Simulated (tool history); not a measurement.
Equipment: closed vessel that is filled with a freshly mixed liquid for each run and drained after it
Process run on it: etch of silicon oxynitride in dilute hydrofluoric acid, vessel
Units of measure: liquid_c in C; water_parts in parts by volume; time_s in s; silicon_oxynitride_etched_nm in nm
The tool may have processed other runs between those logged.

run,hour,liquid_c,water_parts,time_s,silicon_oxynitride_etched_nm
1,0.0,23.0,105,745,16.759
2,3.7,24.0,100,745,18.504
3,12.6,24.0,80,745,23.634
4,16.6,21.0,80,745,20.355
5,24.1,21.0,100,745,16.071
6,30.7,22.0,95,745,17.985
7,36.7,26.0,70,745,29.602
8,42.3,26.5,70,745,30.753

What will run 9 give?
9,49.2,27.0,70,745,?

For run 9 the tool returned silicon_oxynitride_etched_nm 31.607 nm.
